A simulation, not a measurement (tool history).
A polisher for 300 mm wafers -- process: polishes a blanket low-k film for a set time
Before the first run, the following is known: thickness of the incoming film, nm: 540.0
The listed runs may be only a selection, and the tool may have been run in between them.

run	hour	flow of slurry (ml/min)	pressure of the wafer on the pad (psi)	speed of the pad under the wafer (m/s)	abrasive content of the slurry	polishing time (s)	film removed (nm)
1	0.0	235	2.0	0.88	1.00	33	13.938
2	6.8	235	1.9	0.88	1.00	33	13.460
3	9.9	235	1.9	0.88	1.00	33	13.427
4	14.7	235	1.9	0.88	0.85	33	12.443
5	16.1	265	1.9	0.88	0.85	33	12.800
6	20.0	265	1.8	0.88	0.85	33	12.300
7	26.8	265	1.8	0.88	0.85	33	12.297

Run 8 is up next; what results do you expect?
8	33.2	260	1.7	0.88	0.85	33	?

{"run 8": {"film removed (nm)": 11.331}}
